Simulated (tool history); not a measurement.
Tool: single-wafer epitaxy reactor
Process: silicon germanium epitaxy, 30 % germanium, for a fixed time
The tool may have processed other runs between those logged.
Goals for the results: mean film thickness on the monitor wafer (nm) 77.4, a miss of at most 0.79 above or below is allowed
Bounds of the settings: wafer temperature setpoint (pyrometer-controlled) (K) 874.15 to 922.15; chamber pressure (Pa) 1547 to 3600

| run | hour | wafer temperature setpoint (pyrometer-controlled) (K) | chamber pressure (Pa) | mean film thickness on the monitor wafer (nm) |
|---|---|---|---|---|
| 1 | 0 | 898.15 | 2573 | 93.608 |
| 2 | 6.7 | 904.15 | 2573 | 102.15 |
| 3 | 10.2 | 901.15 | 2573 | 98.319 |
| 4 | 17.7 | 901.15 | 2280 | 92.703 |
| 5 | 24.8 | 899.15 | 2280 | 90.396 |
| 6 | 27.8 | 897.15 | 2280 | 87.71 |
| 7 | 31.7 | 895.15 | 2280 | 84.925 |
| 8 | 32.8 | 894.15 | 2280 | 83.585 |
| 9 | 33.5 | 893.15 | 2280 | 82.456 |
| 10 | 36.9 | 892.15 | 2280 | 81.096 |
| 11 | 40.7 | 891.15 | 2280 | 79.767 |
| 12 | 47.1 | 890.15 | 2280 | 78.574 |

Which of these 4 next moves meets every target?
| A | 53.5 | 888.15 | 2360 | ? |
| B | 53.5 | 891.15 | 2280 | ? |
| C | 53.5 | 882.15 | 3120 | ? |
| D | 53.5 | 891.15 | 2346 | ? |

| move | mean film thickness on the monitor wafer (nm) |
|---|---|
| A | 77.271 |
| B | 79.764 |
| C | 79.118 |
| D | 80.743 |
A: in spec on every target
B: lands further from the targets than the last run did
C: lands further from the targets than the last run did
D: lands further from the targets than the last run did
Answer: A
